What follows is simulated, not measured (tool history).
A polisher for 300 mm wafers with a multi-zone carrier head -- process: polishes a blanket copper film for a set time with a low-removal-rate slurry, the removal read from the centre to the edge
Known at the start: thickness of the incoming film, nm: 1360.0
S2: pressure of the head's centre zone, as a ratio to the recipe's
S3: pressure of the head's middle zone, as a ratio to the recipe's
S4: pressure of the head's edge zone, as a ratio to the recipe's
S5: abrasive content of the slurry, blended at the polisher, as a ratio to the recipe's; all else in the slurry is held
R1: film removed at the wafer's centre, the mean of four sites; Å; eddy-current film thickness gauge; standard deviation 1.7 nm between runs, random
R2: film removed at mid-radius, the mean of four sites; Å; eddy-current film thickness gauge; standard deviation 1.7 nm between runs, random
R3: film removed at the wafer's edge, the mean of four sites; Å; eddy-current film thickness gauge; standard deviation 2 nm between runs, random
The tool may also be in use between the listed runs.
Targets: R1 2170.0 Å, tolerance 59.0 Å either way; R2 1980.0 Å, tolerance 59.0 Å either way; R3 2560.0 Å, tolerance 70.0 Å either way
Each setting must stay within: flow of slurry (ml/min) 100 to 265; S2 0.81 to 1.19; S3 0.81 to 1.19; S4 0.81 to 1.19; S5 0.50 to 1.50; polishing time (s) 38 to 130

Run 1, hour 0.0: flow of slurry (ml/min) 170, S2 1.00, S3 1.00, S4 1.00, S5 1.00, polishing time (s) 84. Result: R1 2558.1 Å, R2 2620.2 Å, R3 2625.9 Å.
Run 2, hour 7.9: flow of slurry (ml/min) 170, S2 1.00, S3 1.00, S4 0.95, S5 1.00, polishing time (s) 84. Result: R1 2547.4 Å, R2 2610.3 Å, R3 2585.1 Å.
Run 3, hour 13.9: flow of slurry (ml/min) 210, S2 1.00, S3 1.00, S4 0.95, S5 1.00, polishing time (s) 84. Result: R1 2674.0 Å, R2 2706.1 Å, R3 2618.0 Å.
Run 4, hour 19.2: flow of slurry (ml/min) 210, S2 1.00, S3 1.00, S4 0.95, S5 1.00, polishing time (s) 75. Result: R1 2372.1 Å, R2 2404.3 Å, R3 2324.7 Å.
Run 5, hour 22.4: flow of slurry (ml/min) 210, S2 1.00, S3 1.00, S4 0.95, S5 1.00, polishing time (s) 90. Result: R1 2891.9 Å, R2 2867.5 Å, R3 2812.7 Å.
Run 6, hour 22.9: flow of slurry (ml/min) 200, S2 1.00, S3 0.98, S4 0.97, S5 0.95, polishing time (s) 90. Result: R1 2824.1 Å, R2 2770.8 Å, R3 2788.9 Å.
Run 7, hour 25.8: flow of slurry (ml/min) 190, S2 0.99, S3 0.96, S4 0.99, S5 0.90, polishing time (s) 90. Result: R1 2764.1 Å, R2 2716.0 Å, R3 2752.8 Å.
Run 8, hour 30.9: flow of slurry (ml/min) 210, S2 0.91, S3 0.86, S4 1.09, S5 1.15, polishing time (s) 67. Result: R1 2002.6 Å, R2 1957.5 Å, R3 2322.2 Å.
Run 9, hour 33.7: flow of slurry (ml/min) 215, S2 0.91, S3 0.86, S4 1.10, S5 1.15, polishing time (s) 67. Result: R1 1999.2 Å, R2 1957.6 Å, R3 2337.7 Å.
Run 10, hour 38.8: flow of slurry (ml/min) 220, S2 0.91, S3 0.86, S4 1.11, S5 1.15, polishing time (s) 67. Result: R1 2033.2 Å, R2 1976.2 Å, R3 2321.5 Å.
Run 11, hour 44.4: flow of slurry (ml/min) 220, S2 0.91, S3 0.85, S4 1.12, S5 1.20, polishing time (s) 67. Result: R1 2038.5 Å, R2 1959.3 Å, R3 2357.4 Å.
Run 12, hour 46.4: flow of slurry (ml/min) 220, S2 0.91, S3 0.85, S4 1.13, S5 1.25, polishing time (s) 67. Result: R1 2045.3 Å, R2 1971.2 Å, R3 2394.0 Å.
Run 13, hour 50.7: flow of slurry (ml/min) 220, S2 0.91, S3 0.85, S4 1.14, S5 1.25, polishing time (s) 67. Result: R1 2033.1 Å, R2 1954.1 Å, R3 2395.3 Å.
Run 14, hour 54.5: flow of slurry (ml/min) 220, S2 0.91, S3 0.85, S4 1.15, S5 1.25, polishing time (s) 67. Result: R1 2049.4 Å, R2 1979.5 Å, R3 2405.6 Å.
Run 15, hour 61.8: flow of slurry (ml/min) 220, S2 0.91, S3 0.85, S4 1.15, S5 1.25, polishing time (s) 67. Result: R1 2034.0 Å, R2 1990.8 Å, R3 2416.7 Å.
Run 16, hour 65.7: flow of slurry (ml/min) 220, S2 0.91, S3 0.85, S4 1.15, S5 1.30, polishing time (s) 67. Result: R1 2083.0 Å, R2 2027.5 Å, R3 2425.4 Å.

Exercise: of the 4 proposed moves below, exactly one satisfies all targets within the stated allowed misses. Which move is it?
Run A, hour 69.6: flow of slurry (ml/min) 210, S2 0.93, S3 0.81, S4 1.17, S5 1.35, polishing time (s) 69. Result: R1 ?, R2 ?, R3 ?.
Run B, hour 69.6: flow of slurry (ml/min) 245, S2 0.89, S3 0.85, S4 1.12, S5 1.25, polishing time (s) 72. Result: R1 ?, R2 ?, R3 ?.
Run C, hour 69.6: flow of slurry (ml/min) 250, S2 0.84, S3 0.85, S4 1.07, S5 1.35, polishing time (s) 67. Result: R1 ?, R2 ?, R3 ?.
Run D, hour 69.6: flow of slurry (ml/min) 235, S2 0.93, S3 0.91, S4 1.11, S5 1.45, polishing time (s) 63. Result: R1 ?, R2 ?, R3 ?.

move      R1      R2      R3
   A  2188.3  1963.9  2583.8
   B  2198.9  2140.8  2631.5
   C  1967.8  2031.0  2437.3
   D  2065.7  2035.3  2355.6
A: each result inside its tolerance
B: carries the result that was furthest off beyond its target, to the other side
C: its largest miss is bigger than the last run's
D: its largest miss is bigger than the last run's
A meets every target.
